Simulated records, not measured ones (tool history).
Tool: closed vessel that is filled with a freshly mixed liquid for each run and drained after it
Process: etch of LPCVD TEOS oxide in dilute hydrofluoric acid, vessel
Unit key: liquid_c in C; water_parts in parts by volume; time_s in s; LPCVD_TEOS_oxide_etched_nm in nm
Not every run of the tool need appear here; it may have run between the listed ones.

{"run": 1, "hour": 0.0, "liquid_c": 22.0, "water_parts": 45, "time_s": 210, "LPCVD_TEOS_oxide_etched_nm": 81.988}
{"run": 2, "hour": 4.0, "liquid_c": 22.0, "water_parts": 45, "time_s": 225, "LPCVD_TEOS_oxide_etched_nm": 88.047}
{"run": 3, "hour": 4.5, "liquid_c": 22.0, "water_parts": 40, "time_s": 225, "LPCVD_TEOS_oxide_etched_nm": 99.762}
{"run": 4, "hour": 9.9, "liquid_c": 19.0, "water_parts": 40, "time_s": 225, "LPCVD_TEOS_oxide_etched_nm": 88.639}
{"run": 5, "hour": 17.1, "liquid_c": 22.5, "water_parts": 35, "time_s": 225, "LPCVD_TEOS_oxide_etched_nm": 117.16}
{"run": 6, "hour": 25.9, "liquid_c": 19.5, "water_parts": 35, "time_s": 225, "LPCVD_TEOS_oxide_etched_nm": 103.51}
{"run": 7, "hour": 31.3, "liquid_c": 23.0, "water_parts": 30, "time_s": 225, "LPCVD_TEOS_oxide_etched_nm": 141.93}
{"hour": 39.2, "done": "hydrofluoric acid flow meter replaced"}
{"run": 8, "hour": 39.2, "liquid_c": 25.5, "water_parts": 30, "time_s": 225, "LPCVD_TEOS_oxide_etched_nm": 170.09}
{"run": 9, "hour": 39.8, "liquid_c": 26.5, "water_parts": 30, "time_s": 225, "LPCVD_TEOS_oxide_etched_nm": 174.89}

What does the tool deliver on the next run?
{"run": 10, "hour": 43.8, "liquid_c": 27.5, "water_parts": 30, "time_s": 225, "LPCVD_TEOS_oxide_etched_nm": "?"}

{"run 10": {"LPCVD_TEOS_oxide_etched_nm": 182.21}}
